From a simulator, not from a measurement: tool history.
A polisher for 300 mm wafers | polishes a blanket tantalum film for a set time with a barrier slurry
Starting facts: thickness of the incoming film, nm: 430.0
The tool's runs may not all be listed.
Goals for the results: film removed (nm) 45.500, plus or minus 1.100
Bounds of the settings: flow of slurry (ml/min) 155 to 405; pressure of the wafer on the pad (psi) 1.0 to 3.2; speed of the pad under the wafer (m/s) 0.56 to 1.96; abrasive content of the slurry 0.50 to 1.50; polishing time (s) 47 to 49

| run | hour | flow of slurry (ml/min) | pressure of the wafer on the pad (psi) | speed of the pad under the wafer (m/s) | abrasive content of the slurry | polishing time (s) | film removed (nm) |
|---|---|---|---|---|---|---|---|
| 1 | 0.0 | 260 | 2.1 | 1.26 | 1.00 | 47 | 92.523 |
| 2 | 5.1 | 290 | 2.1 | 1.26 | 1.00 | 47 | 93.549 |
| 3 | 14.1 | 290 | 2.1 | 1.26 | 0.85 | 47 | 87.633 |
| 4 | 19.2 | 290 | 1.9 | 1.22 | 0.85 | 47 | 78.285 |
| 5 | 23.4 | 290 | 1.9 | 1.22 | 0.85 | 49 | 82.296 |
| 6 | 30.6 | 290 | 1.9 | 1.22 | 1.00 | 49 | 87.908 |
| 7 | 38.5 | 265 | 1.3 | 0.90 | 1.00 | 49 | 47.600 |
| 8 | 39.3 | 260 | 1.3 | 0.90 | 1.00 | 49 | 47.817 |
| 9 | 43.3 | 255 | 1.3 | 0.90 | 1.00 | 49 | 47.822 |
| 10 | 45.0 | 255 | 1.3 | 0.90 | 1.00 | 49 | 48.106 |

Below are 4 possible settings for the next run. Only one of them brings all results inside the allowed miss of their targets. Which is it?
| A | 46.7 | 265 | 1.4 | 0.90 | 1.00 | 47 | ? |
| B | 46.7 | 285 | 1.0 | 1.10 | 1.10 | 47 | ? |
| C | 46.7 | 270 | 1.3 | 0.90 | 1.00 | 49 | ? |
| D | 46.7 | 280 | 1.0 | 1.12 | 0.90 | 47 | ? |

| move | film removed (nm) |
|---|---|
| A | 48.887 |
| B | 48.873 |
| C | 48.383 |
| D | 45.815 |
A: further off than the last run
B: further off than the last run
C: further off than the last run
D: all results land within tolerance of their targets
The right move is D.

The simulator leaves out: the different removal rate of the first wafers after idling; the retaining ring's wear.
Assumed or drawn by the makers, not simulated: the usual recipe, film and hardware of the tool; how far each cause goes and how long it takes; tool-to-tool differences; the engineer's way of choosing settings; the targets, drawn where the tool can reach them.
